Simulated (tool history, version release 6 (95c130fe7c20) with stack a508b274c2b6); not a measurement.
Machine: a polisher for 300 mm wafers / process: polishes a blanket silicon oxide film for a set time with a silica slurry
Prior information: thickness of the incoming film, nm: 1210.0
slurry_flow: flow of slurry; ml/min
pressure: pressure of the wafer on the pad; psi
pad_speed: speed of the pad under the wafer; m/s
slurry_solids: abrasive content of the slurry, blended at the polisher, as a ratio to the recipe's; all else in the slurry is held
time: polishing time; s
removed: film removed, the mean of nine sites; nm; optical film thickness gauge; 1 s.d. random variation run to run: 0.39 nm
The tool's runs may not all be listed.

Run 1, hour 0.0: slurry_flow 215 ml/min, pressure 2.7 psi, pad_speed 0.90 m/s, slurry_solids 1.0, time 38 s. Result: removed 79.208 nm.
Run 2, hour 4.2: slurry_flow 215 ml/min, pressure 2.7 psi, pad_speed 0.90 m/s, slurry_solids 1.0, time 34 s. Result: removed 69.773 nm.
Run 3, hour 11.7: slurry_flow 215 ml/min, pressure 2.7 psi, pad_speed 0.90 m/s, slurry_solids 1.0, time 34 s. Result: removed 69.817 nm.
Run 4, hour 12.3: slurry_flow 215 ml/min, pressure 2.7 psi, pad_speed 1.12 m/s, slurry_solids 1.0, time 34 s. Result: removed 83.346 nm.
Run 5, hour 19.2: slurry_flow 210 ml/min, pressure 2.5 psi, pad_speed 1.12 m/s, slurry_solids 1.0, time 34 s. Result: removed 77.858 nm.
Run 6, hour 20.9: slurry_flow 210 ml/min, pressure 2.8 psi, pad_speed 1.12 m/s, slurry_solids 1.0, time 34 s. Result: removed 86.266 nm.
Run 7, hour 29.1: slurry_flow 205 ml/min, pressure 2.6 psi, pad_speed 1.12 m/s, slurry_solids 1.0, time 34 s. Result: removed 80.017 nm.
Run 8, hour 31.7: slurry_flow 200 ml/min, pressure 2.4 psi, pad_speed 1.12 m/s, slurry_solids 1.0, time 34 s. Result: removed 75.556 nm.
Run 9, hour 35.2: slurry_flow 200 ml/min, pressure 2.3 psi, pad_speed 1.12 m/s, slurry_solids 1.0, time 34 s. Result: removed 73.095 nm.

Predict the results of run 10:
Run 10, hour 41.0: slurry_flow 200 ml/min, pressure 2.2 psi, pad_speed 1.12 m/s, slurry_solids 1.0, time 34 s. Result: removed ?.

removed: 69.948 nm
